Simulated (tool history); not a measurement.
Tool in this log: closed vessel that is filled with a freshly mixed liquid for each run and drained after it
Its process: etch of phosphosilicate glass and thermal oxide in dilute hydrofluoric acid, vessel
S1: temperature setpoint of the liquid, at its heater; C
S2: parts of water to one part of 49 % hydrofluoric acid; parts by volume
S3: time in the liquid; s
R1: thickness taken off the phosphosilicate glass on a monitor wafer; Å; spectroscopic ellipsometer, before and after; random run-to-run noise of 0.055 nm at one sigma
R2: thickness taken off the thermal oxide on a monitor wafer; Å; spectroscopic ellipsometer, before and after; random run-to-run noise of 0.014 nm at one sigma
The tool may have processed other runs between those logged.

run,hour,S1,S2,S3,R1,R2
1,0.0,23.0,260,60,140.870,7.9239
2,3.4,21.5,270,60,128.110,7.4989
3,4.8,21.5,320,60,101.770,5.9471
4,10.3,20.0,320,60,96.992,5.6552
5,17.9,20.0,320,50,80.147,4.6680
6,23.3,17.0,320,50,70.977,4.1824
7,26.3,18.5,320,50,76.569,4.4468

Run 8 comes next. What will it give?
8,34.7,19.5,320,50,?,?

Run 8 measured R1 78.791 Å, R2 4.7736 Å.

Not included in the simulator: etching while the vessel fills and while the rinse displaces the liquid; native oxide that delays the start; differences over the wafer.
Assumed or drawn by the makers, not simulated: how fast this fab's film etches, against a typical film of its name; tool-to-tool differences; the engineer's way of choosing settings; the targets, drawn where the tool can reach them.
